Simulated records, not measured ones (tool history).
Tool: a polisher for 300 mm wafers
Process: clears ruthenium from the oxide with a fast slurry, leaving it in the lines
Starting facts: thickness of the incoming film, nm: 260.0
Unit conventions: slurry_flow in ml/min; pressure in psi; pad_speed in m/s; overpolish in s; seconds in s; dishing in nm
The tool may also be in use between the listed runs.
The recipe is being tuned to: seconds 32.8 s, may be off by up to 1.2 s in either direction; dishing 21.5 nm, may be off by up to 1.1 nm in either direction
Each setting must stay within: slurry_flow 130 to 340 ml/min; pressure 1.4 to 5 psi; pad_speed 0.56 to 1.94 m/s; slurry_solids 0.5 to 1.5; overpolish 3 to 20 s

run,hour,slurry_flow,pressure,pad_speed,slurry_solids,overpolish,seconds,dishing
1,0,220,3.2,1.24,1,10,40.328,53.643
2,3,225,3.2,1.24,1,8,39.953,42.69
3,5.3,260,3.2,1.24,1,6,40.394,34.259
4,11.1,285,3.3,1.24,1,5,38.758,29.164
5,12.3,305,3.6,1.16,1,4,37.394,25.34
6,16.4,305,3.6,1.16,1,6,37.16,36.288
7,25,250,3.8,1.18,0.95,5,36.502,31.451
8,26.6,190,4.7,1.1,0.7,3,37.962,18.694
9,32.5,210,4.8,1.1,0.7,3,36.662,19.503

Of the 5 settings listed for the next run, only one would bring every result within its allowed miss of target. Which one?
A,38.4,275,5,1.46,0.55,3,?,?
B,38.4,130,5,1.44,0.7,3,?,?
C,38.4,210,5,1.48,0.65,3,?,?
D,38.4,265,4.8,1.78,0.55,3,?,?
E,38.4,195,5,1.32,0.75,3,?,?

move,seconds,dishing
A,33.308,21.633
B,30.26,23.679
C,29.982,23.885
D,30.044,23.839
E,29.894,23.952
A: all results land within tolerance of their targets
B: carries the result that was furthest off beyond its target, to the other side
C: carries the result that was furthest off beyond its target, to the other side
D: carries the result that was furthest off beyond its target, to the other side
E: carries the result that was furthest off beyond its target, to the other side
A is the move that brings every result within its allowed miss.
